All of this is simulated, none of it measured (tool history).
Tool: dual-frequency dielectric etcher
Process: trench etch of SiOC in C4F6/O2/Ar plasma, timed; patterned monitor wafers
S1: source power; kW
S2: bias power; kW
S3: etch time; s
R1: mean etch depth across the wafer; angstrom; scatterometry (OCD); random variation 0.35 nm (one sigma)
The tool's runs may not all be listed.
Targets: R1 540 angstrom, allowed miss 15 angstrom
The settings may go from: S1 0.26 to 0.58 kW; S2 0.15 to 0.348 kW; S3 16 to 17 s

Run 1, day 0: S1 0.42 kW, S2 0.249 kW, S3 17 s. Result: R1 446.16 angstrom.
Run 2, day 0.142: S1 0.45 kW, S2 0.26 kW, S3 17 s. Result: R1 466.48 angstrom.
Run 3, day 0.25: S1 0.45 kW, S2 0.226 kW, S3 17 s. Result: R1 450.32 angstrom.
Run 4, day 0.288: S1 0.45 kW, S2 0.268 kW, S3 17 s. Result: R1 475.41 angstrom.
Run 5, day 0.638: S1 0.47 kW, S2 0.272 kW, S3 17 s. Result: R1 484.01 angstrom.
Run 6, day 0.938: S1 0.41 kW, S2 0.272 kW, S3 17 s. Result: R1 454.25 angstrom.
Run 7, day 1.304: S1 0.44 kW, S2 0.278 kW, S3 17 s. Result: R1 476.59 angstrom.
Run 8, day 1.538: S1 0.46 kW, S2 0.282 kW, S3 17 s. Result: R1 485.22 angstrom.
Run 9, day 1.6: S1 0.48 kW, S2 0.286 kW, S3 17 s. Result: R1 495.41 angstrom.

Which of these 4 next moves meets every target?
Run A, day 1.662: S1 0.51 kW, S2 0.273 kW, S3 17 s. Result: R1 ?.
Run B, day 1.662: S1 0.56 kW, S2 0.283 kW, S3 17 s. Result: R1 ?.
Run C, day 1.662: S1 0.49 kW, S2 0.317 kW, S3 16.5 s. Result: R1 ?.
Run D, day 1.662: S1 0.42 kW, S2 0.302 kW, S3 16.5 s. Result: R1 ?.

move      R1
   A   504.5
   B  534.01
   C  501.79
   D  456.47
A: nearer than the last run, and not there yet
B: meets every target
C: nearer than the last run, and not there yet
D: further off than the last run
Answer: B
